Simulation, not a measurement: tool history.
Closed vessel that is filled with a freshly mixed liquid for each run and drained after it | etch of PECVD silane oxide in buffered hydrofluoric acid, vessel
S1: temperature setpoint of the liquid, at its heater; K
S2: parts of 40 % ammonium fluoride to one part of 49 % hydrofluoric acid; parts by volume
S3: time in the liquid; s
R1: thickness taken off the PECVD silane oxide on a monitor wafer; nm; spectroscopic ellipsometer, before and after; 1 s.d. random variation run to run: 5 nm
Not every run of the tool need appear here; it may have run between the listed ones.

run	day	S1	S2	S3	R1
1	0	297.15	16	95	213.91
2	0.171	297.15	13	95	260.68
3	0.404	299.15	12	95	318.91
4	0.604	299.15	12	100	334.53
5	0.65	299.15	12	100	329.8
6	0.683	299.15	15	100	269.13
7	0.8	300.65	13.5	100	314.63
8	1.058	301.65	12	100	378.12

Run 9 is up next; what results do you expect?
9	1.267	302.65	11.5	100	?

Run 9 came out at R1 418.4 nm.
